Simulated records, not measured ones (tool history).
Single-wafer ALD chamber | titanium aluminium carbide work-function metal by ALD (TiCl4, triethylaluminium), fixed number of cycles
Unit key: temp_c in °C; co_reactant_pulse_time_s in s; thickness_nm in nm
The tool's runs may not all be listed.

Run 1, hour 0.0: temp_c 295 °C, co_reactant_pulse_time_s 9.46 s. Result: thickness_nm 1.9557 nm.
Run 2, hour 6.4: temp_c 292 °C, co_reactant_pulse_time_s 9.13 s. Result: thickness_nm 1.9143 nm.
Run 3, hour 12.5: temp_c 292 °C, co_reactant_pulse_time_s 6.95 s. Result: thickness_nm 1.8181 nm.
Run 4, hour 17.3: temp_c 301 °C, co_reactant_pulse_time_s 6.95 s. Result: thickness_nm 1.8804 nm.
Run 5, hour 24.5: temp_c 298 °C, co_reactant_pulse_time_s 6.86 s. Result: thickness_nm 1.8513 nm.
Run 6, hour 32.7: temp_c 302 °C, co_reactant_pulse_time_s 6.86 s. Result: thickness_nm 1.8840 nm.
Run 7, hour 35.9: temp_c 299 °C, co_reactant_pulse_time_s 6.77 s. Result: thickness_nm 1.8532 nm.
Run 8, hour 43.8: temp_c 297 °C, co_reactant_pulse_time_s 6.70 s. Result: thickness_nm 1.8460 nm.
Run 9, hour 44.8: temp_c 295 °C, co_reactant_pulse_time_s 6.62 s. Result: thickness_nm 1.8176 nm.

Run 10 is up next; what results do you expect?
Run 10, hour 45.8: temp_c 293 °C, co_reactant_pulse_time_s 6.58 s. Result: thickness_nm ?.

Run 10 came out at thickness_nm 1.7964 nm.

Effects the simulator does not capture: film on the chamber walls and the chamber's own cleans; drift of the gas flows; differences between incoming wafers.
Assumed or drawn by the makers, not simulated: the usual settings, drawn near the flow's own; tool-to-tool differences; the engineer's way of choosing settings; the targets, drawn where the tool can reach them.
